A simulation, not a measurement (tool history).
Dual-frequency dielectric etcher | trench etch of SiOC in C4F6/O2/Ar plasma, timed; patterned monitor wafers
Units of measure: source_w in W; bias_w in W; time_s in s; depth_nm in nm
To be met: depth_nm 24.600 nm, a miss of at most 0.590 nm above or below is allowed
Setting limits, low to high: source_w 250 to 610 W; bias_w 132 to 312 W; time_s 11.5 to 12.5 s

run 1 day=0.000 | source_w=430 bias_w=222 time_s=12.5 | depth_nm=30.357
run 2 day=0.225 | source_w=430 bias_w=222 time_s=12.5 | depth_nm=30.371
run 3 day=0.438 | source_w=430 bias_w=251 time_s=12.5 | depth_nm=31.547
run 4 day=0.779 | source_w=430 bias_w=251 time_s=11.5 | depth_nm=29.126
run 5 day=1.050 | source_w=430 bias_w=280 time_s=11.5 | depth_nm=30.272
run 6 day=1.325 | source_w=430 bias_w=280 time_s=11.5 | depth_nm=30.163
run 7 day=1.617 | source_w=410 bias_w=275 time_s=11.5 | depth_nm=29.564
run 8 day=1.942 | source_w=320 bias_w=230 time_s=11.5 | depth_nm=25.625
run 9 day=2.100 | source_w=320 bias_w=229 time_s=11.5 | depth_nm=25.360

Exercise: of the 4 proposed moves below, exactly one satisfies all targets within the stated allowed misses. Which move is it?
run A day=2.258 | source_w=310 bias_w=226 time_s=12.0 | depth_nm=?
run B day=2.258 | source_w=320 bias_w=239 time_s=11.5 | depth_nm=?
run C day=2.258 | source_w=250 bias_w=211 time_s=12.5 | depth_nm=?
run D day=2.258 | source_w=320 bias_w=215 time_s=12.0 | depth_nm=?

move=A depth_nm=26.072
move=B depth_nm=25.698
move=C depth_nm=24.719
move=D depth_nm=25.964
A: the biggest miss grows against the last run
B: the biggest miss grows against the last run
C: all results land within tolerance of their targets
D: the biggest miss grows against the last run
Correct choice: C, which meets every target
